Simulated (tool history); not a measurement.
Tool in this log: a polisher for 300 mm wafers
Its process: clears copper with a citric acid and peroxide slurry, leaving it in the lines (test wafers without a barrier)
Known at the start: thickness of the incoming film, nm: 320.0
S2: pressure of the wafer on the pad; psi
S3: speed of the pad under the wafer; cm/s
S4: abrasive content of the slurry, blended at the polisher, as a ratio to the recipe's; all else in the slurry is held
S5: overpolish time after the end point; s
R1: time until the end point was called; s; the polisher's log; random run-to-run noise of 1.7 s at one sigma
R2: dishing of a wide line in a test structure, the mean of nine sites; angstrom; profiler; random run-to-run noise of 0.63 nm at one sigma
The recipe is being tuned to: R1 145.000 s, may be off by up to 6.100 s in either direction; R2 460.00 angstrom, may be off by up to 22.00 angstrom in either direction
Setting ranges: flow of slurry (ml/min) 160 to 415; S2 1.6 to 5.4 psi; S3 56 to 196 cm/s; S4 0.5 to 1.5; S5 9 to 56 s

Run 1, hour 0.0: flow of slurry (ml/min) 265, S2 3.5 psi, S3 126 cm/s, S4 1.0, S5 29 s. Result: R1 90.702 s, R2 620.23 angstrom.
Run 2, hour 7.6: flow of slurry (ml/min) 265, S2 3.2 psi, S3 126 cm/s, S4 1.0, S5 30 s. Result: R1 96.787 s, R2 591.33 angstrom.
Run 3, hour 15.1: flow of slurry (ml/min) 210, S2 3.2 psi, S3 126 cm/s, S4 1.0, S5 30 s. Result: R1 99.332 s, R2 565.92 angstrom.
Run 4, hour 21.7: flow of slurry (ml/min) 210, S2 2.9 psi, S3 126 cm/s, S4 1.0, S5 31 s. Result: R1 107.150 s, R2 556.98 angstrom.
Run 5, hour 27.3: flow of slurry (ml/min) 210, S2 2.7 psi, S3 126 cm/s, S4 1.0, S5 31 s. Result: R1 110.990 s, R2 539.61 angstrom.
Run 6, hour 32.7: flow of slurry (ml/min) 210, S2 2.5 psi, S3 126 cm/s, S4 1.0, S5 31 s. Result: R1 117.680 s, R2 501.70 angstrom.
Run 7, hour 40.4: flow of slurry (ml/min) 210, S2 2.3 psi, S3 126 cm/s, S4 1.0, S5 32 s. Result: R1 125.450 s, R2 500.57 angstrom.
Run 8, hour 45.0: flow of slurry (ml/min) 210, S2 2.2 psi, S3 126 cm/s, S4 1.0, S5 32 s. Result: R1 130.430 s, R2 497.39 angstrom.
Run 9, hour 51.2: flow of slurry (ml/min) 210, S2 2.1 psi, S3 126 cm/s, S4 1.0, S5 32 s. Result: R1 134.070 s, R2 479.00 angstrom.
Run 10, hour 54.1: flow of slurry (ml/min) 210, S2 2.0 psi, S3 126 cm/s, S4 1.0, S5 32 s. Result: R1 135.420 s, R2 454.36 angstrom.
Run 11, hour 57.6: flow of slurry (ml/min) 210, S2 2.0 psi, S3 126 cm/s, S4 1.0, S5 33 s. Result: R1 139.080 s, R2 472.70 angstrom.

Which single option among these 4 for the next run brings every result within its allowed miss of target? Just one does.
Run A, hour 61.1: flow of slurry (ml/min) 205, S2 1.7 psi, S3 120 cm/s, S4 1.3, S5 39 s. Result: R1 ?, R2 ?.
Run B, hour 61.1: flow of slurry (ml/min) 215, S2 1.8 psi, S3 128 cm/s, S4 1.0, S5 34 s. Result: R1 ?, R2 ?.
Run C, hour 61.1: flow of slurry (ml/min) 275, S2 2.2 psi, S3 122 cm/s, S4 0.9, S5 30 s. Result: R1 ?, R2 ?.
Run D, hour 61.1: flow of slurry (ml/min) 195, S2 2.2 psi, S3 134 cm/s, S4 1.0, S5 29 s. Result: R1 ?, R2 ?.

move       R1      R2
   A  147.590  518.31
   B  146.300  469.77
   C  134.430  458.56
   D  126.050  469.88
A: gets the furthest-off result to its target, but another result is out of tolerance
B: all results in spec
C: the biggest miss grows against the last run
D: the biggest miss grows against the last run
B meets every target.

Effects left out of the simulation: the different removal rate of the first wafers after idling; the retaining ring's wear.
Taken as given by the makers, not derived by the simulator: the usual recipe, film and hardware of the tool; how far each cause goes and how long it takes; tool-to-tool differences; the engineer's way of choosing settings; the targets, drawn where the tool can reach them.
